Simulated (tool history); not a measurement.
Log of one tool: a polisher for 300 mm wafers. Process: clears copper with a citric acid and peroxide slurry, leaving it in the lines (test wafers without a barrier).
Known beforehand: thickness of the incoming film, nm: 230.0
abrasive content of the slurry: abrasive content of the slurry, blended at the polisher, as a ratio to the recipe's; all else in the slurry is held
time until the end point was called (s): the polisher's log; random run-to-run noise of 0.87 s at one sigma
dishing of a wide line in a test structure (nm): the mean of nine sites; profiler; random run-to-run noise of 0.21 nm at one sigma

run,day,flow of slurry (ml/min),pressure of the wafer on the pad (kPa),speed of the pad under the wafer (cm/s),abrasive content of the slurry,overpolish time after the end point (s),time until the end point was called (s),dishing of a wide line in a test structure (nm)
1,0.000,240,21.4,128,1.00,11,99.915,11.880
2,0.271,240,22.8,128,1.00,10,95.823,12.522
3,0.396,240,22.8,128,1.00,15,94.612,14.348
4,0.738,240,22.8,134,1.00,12,92.902,13.059
5,0.942,235,22.8,144,0.95,10,88.990,12.426
6,1.121,230,23.4,152,0.90,8,83.093,11.379

Run 7, settings as shown, results not yet in. Your forecast:
7,1.412,230,23.4,152,0.90,8,?,?

For run 7 the tool returned time until the end point was called (s) 83.082, dishing of a wide line in a test structure (nm) 11.649.
